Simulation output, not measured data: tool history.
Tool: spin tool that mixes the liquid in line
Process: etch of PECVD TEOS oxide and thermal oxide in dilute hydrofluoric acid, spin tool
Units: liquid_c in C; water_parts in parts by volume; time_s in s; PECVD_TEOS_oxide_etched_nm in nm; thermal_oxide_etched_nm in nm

run,hour,liquid_c,water_parts,time_s,PECVD_TEOS_oxide_etched_nm,thermal_oxide_etched_nm
1,0,25,200,165,15.573,3.856
2,4.4,25,200,95,8.9218,2.2014
3,10.1,25,200,30,2.8335,0.69967
4,12.6,26,175,35,3.9931,0.99757
5,15.4,28,175,35,4.2881,1.0638
6,24,26.5,175,35,4.0733,1.0012
7,32,27.5,155,40,5.6081,1.4065
8,35.8,28.5,140,40,6.4756,1.627

Run 9 comes next. What will it give?
9,41.8,29,130,40,?,?

{"run 9": {"PECVD_TEOS_oxide_etched_nm": 7.2109, "thermal_oxide_etched_nm": 1.8094}}
